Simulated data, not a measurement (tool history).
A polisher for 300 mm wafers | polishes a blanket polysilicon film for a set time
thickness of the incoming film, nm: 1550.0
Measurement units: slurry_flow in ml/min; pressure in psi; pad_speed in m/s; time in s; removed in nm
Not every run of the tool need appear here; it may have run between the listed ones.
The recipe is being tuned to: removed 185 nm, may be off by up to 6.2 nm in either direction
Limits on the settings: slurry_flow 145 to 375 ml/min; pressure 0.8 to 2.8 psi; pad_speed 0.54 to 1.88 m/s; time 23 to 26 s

run    day  slurry_flow  pressure  pad_speed  time  removed
  1      0          240       1.8        1.2    26   148.83
  2  0.358          285       1.8        1.2    26   148.21
  3  0.717          285       1.8       0.94    26   122.82
  4  1.062          285       1.9       0.94    26   129.38
  5  1.204          330       1.9       0.94    26   128.61
  6  1.233          330         2       0.94    26   136.68
  7  1.271          330       2.1       0.94    26   144.93
  8  1.538          330       2.2       0.94    26   149.94
  9  1.904          330       2.3       0.94    26   159.59
 10  1.954          330       2.5       0.94    26   169.54

Which of these 4 next moves meets every target?
  A  2.004          325       2.6       0.88    23        ?
  B  2.004          365       2.6       1.06    26        ?
  C  2.004          315       2.8       0.96    26        ?
  D  2.004          370       2.6          1    26        ?

move  removed
   A   150.57
   B   198.47
   C   195.48
   D    189.6
A: the biggest miss grows against the last run
B: takes the biggest miss from the last run beyond its target
C: takes the biggest miss from the last run beyond its target
D: each result inside its tolerance
Correct choice: D, which meets every target
